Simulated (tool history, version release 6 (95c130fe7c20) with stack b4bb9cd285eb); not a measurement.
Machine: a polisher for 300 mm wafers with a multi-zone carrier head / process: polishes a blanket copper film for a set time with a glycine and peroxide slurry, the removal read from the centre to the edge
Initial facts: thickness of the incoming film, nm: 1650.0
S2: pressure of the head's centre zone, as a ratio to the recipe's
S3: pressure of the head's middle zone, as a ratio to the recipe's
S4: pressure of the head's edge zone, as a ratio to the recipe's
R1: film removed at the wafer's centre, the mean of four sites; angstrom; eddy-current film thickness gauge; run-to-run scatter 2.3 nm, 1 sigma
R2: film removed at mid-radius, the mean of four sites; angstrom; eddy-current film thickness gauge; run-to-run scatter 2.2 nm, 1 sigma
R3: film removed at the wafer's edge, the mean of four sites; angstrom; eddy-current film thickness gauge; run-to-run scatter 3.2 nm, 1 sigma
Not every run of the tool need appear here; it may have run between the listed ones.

run 1 day=0.000 | flow_of_slurry_(ml/min)=220 S2=1.00 S3=1.00 S4=1.00 polishing_time_(s)=65 | R1=3529.8 R2=3418.7 R3=3580.7
run 2 day=0.342 | flow_of_slurry_(ml/min)=220 S2=1.00 S3=1.00 S4=1.00 polishing_time_(s)=59 | R1=3147.6 R2=3197.2 R3=3232.3
run 3 day=0.696 | flow_of_slurry_(ml/min)=220 S2=1.00 S3=1.00 S4=1.05 polishing_time_(s)=59 | R1=3229.9 R2=3136.0 R3=3314.6
run 4 day=0.833 | flow_of_slurry_(ml/min)=220 S2=1.00 S3=1.00 S4=0.99 polishing_time_(s)=59 | R1=3227.7 R2=3135.1 R3=3241.6
run 5 day=0.967 | flow_of_slurry_(ml/min)=215 S2=0.99 S3=0.98 S4=0.98 polishing_time_(s)=55 | R1=2985.7 R2=2851.9 R3=3034.2
run 6 day=1.133 | flow_of_slurry_(ml/min)=215 S2=0.98 S3=0.98 S4=0.97 polishing_time_(s)=51 | R1=2749.3 R2=2661.9 R3=2773.1
run 7 day=1.279 | flow_of_slurry_(ml/min)=215 S2=0.96 S3=0.97 S4=0.95 polishing_time_(s)=49 | R1=2570.2 R2=2576.8 R3=2703.2
run 8 day=1.538 | flow_of_slurry_(ml/min)=215 S2=0.96 S3=0.97 S4=0.95 polishing_time_(s)=49 | R1=2529.1 R2=2566.7 R3=2591.3

Estimate the outcome of run 9 from the log above:
run 9 day=1.717 | flow_of_slurry_(ml/min)=190 S2=0.90 S3=0.87 S4=0.86 polishing_time_(s)=42 | R1=? R2=? R3=?

R1: 2041.2 angstrom
R2: 2022.7 angstrom
R3: 2063.6 angstrom
